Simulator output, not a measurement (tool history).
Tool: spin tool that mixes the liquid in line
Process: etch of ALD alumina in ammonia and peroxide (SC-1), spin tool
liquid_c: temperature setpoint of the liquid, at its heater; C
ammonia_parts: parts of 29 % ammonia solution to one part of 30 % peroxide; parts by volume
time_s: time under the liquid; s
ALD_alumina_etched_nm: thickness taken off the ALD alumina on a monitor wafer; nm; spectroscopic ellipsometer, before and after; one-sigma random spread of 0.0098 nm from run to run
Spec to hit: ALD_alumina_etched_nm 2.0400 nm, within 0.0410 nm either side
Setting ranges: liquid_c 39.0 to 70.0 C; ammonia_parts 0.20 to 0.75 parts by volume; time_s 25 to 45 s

| run | hour | liquid_c | ammonia_parts | time_s | ALD_alumina_etched_nm |
|---|---|---|---|---|---|
| 1 | 0.0 | 55.0 | 0.45 | 45 | 3.7872 |
| 2 | 5.2 | 53.5 | 0.45 | 45 | 3.5107 |
| 3 | 11.6 | 53.5 | 0.45 | 45 | 3.5161 |
| 4 | 19.6 | 52.5 | 0.45 | 45 | 3.3454 |
| 5 | 24.3 | 51.5 | 0.45 | 45 | 3.1577 |
| 6 | 31.8 | 51.5 | 0.45 | 25 | 1.7607 |
| 7 | 36.8 | 52.5 | 0.45 | 25 | 1.8350 |
| 8 | 44.0 | 53.5 | 0.45 | 25 | 1.9553 |

Below are 5 possible settings for the next run. Only one of them brings all results inside the allowed miss of their targets. Which is it?
| A | 51.2 | 53.5 | 0.50 | 25 | ? |
| B | 51.2 | 51.5 | 0.35 | 30 | ? |
| C | 51.2 | 47.0 | 0.50 | 35 | ? |
| D | 51.2 | 43.0 | 0.40 | 45 | ? |
| E | 51.2 | 51.5 | 0.50 | 30 | ? |

| move | ALD_alumina_etched_nm |
|---|---|
| A | 1.9721 |
| B | 2.0532 |
| C | 1.9321 |
| D | 1.9362 |
| E | 2.1240 |
A: an improvement on the last run, though not all results are within tolerance
B: each result inside its tolerance
C: lands further from the targets than the last run did
D: lands further from the targets than the last run did
E: pushes the last run's worst result past its target
The right move is B.
